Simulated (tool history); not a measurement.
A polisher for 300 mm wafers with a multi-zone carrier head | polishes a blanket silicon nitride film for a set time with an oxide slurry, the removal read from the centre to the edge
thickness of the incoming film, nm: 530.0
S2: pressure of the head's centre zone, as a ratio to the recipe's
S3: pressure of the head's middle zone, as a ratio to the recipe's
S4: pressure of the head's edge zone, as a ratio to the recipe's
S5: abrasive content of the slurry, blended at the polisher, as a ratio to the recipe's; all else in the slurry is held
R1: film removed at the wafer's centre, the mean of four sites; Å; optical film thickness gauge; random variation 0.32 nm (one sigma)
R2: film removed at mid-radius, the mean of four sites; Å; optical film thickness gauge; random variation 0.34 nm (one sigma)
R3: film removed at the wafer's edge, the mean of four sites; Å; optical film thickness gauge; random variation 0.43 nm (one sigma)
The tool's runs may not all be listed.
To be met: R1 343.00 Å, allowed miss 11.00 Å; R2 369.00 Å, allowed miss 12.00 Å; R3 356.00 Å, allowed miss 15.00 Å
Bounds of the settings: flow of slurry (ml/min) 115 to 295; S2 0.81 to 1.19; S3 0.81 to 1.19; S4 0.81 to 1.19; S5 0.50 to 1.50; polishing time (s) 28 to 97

run 1 hour=0.0 | flow_of_slurry_(ml/min)=190 S2=1.00 S3=1.00 S4=1.00 S5=1.00 polishing_time_(s)=62 | R1=415.40 R2=437.63 R3=423.48
run 2 hour=8.4 | flow_of_slurry_(ml/min)=160 S2=1.00 S3=1.00 S4=1.00 S5=1.00 polishing_time_(s)=62 | R1=409.17 R2=422.93 R3=417.89
run 3 hour=13.6 | flow_of_slurry_(ml/min)=160 S2=0.98 S3=0.99 S4=0.97 S5=0.95 polishing_time_(s)=62 | R1=382.11 R2=409.11 R3=400.28
run 4 hour=21.0 | flow_of_slurry_(ml/min)=160 S2=0.98 S3=1.02 S4=0.97 S5=0.95 polishing_time_(s)=62 | R1=383.25 R2=415.16 R3=402.80
run 5 hour=28.4 | flow_of_slurry_(ml/min)=160 S2=0.98 S3=1.01 S4=0.94 S5=0.95 polishing_time_(s)=62 | R1=378.51 R2=413.02 R3=392.29
run 6 hour=34.9 | flow_of_slurry_(ml/min)=155 S2=0.97 S3=0.99 S4=0.92 S5=0.95 polishing_time_(s)=62 | R1=379.84 R2=407.14 R3=386.06
run 7 hour=36.9 | flow_of_slurry_(ml/min)=150 S2=0.96 S3=0.98 S4=0.91 S5=0.95 polishing_time_(s)=62 | R1=368.23 R2=402.97 R3=390.38
run 8 hour=41.1 | flow_of_slurry_(ml/min)=150 S2=0.96 S3=0.98 S4=0.91 S5=0.95 polishing_time_(s)=62 | R1=364.82 R2=401.12 R3=383.19
run 9 hour=48.7 | flow_of_slurry_(ml/min)=135 S2=0.94 S3=0.93 S4=0.83 S5=0.85 polishing_time_(s)=62 | R1=324.87 R2=349.71 R3=343.37
run 10 hour=57.1 | flow_of_slurry_(ml/min)=140 S2=0.94 S3=0.93 S4=0.84 S5=0.85 polishing_time_(s)=62 | R1=331.31 R2=351.47 R3=348.11

Which of these 5 next moves meets every target?
run A hour=65.5 | flow_of_slurry_(ml/min)=115 S2=0.95 S3=0.88 S4=0.98 S5=0.90 polishing_time_(s)=60 | R1=? R2=? R3=?
run B hour=65.5 | flow_of_slurry_(ml/min)=230 S2=1.06 S3=0.99 S4=0.81 S5=0.80 polishing_time_(s)=59 | R1=? R2=? R3=?
run C hour=65.5 | flow_of_slurry_(ml/min)=175 S2=0.93 S3=0.93 S4=0.83 S5=0.95 polishing_time_(s)=59 | R1=? R2=? R3=?
run D hour=65.5 | flow_of_slurry_(ml/min)=120 S2=0.92 S3=0.82 S4=0.83 S5=0.95 polishing_time_(s)=61 | R1=? R2=? R3=?
run E hour=65.5 | flow_of_slurry_(ml/min)=115 S2=0.99 S3=0.87 S4=0.93 S5=0.80 polishing_time_(s)=65 | R1=? R2=? R3=?

move=A R1=330.17 R2=326.51 R3=365.71
move=B R1=363.39 R2=351.00 R3=319.15
move=C R1=349.79 R2=367.49 R3=358.70
move=D R1=339.30 R2=327.05 R3=359.24
move=E R1=340.79 R2=320.23 R3=353.33
A: further off than the last run
B: further off than the last run
C: meets every target
D: further off than the last run
E: further off than the last run
Answer: C

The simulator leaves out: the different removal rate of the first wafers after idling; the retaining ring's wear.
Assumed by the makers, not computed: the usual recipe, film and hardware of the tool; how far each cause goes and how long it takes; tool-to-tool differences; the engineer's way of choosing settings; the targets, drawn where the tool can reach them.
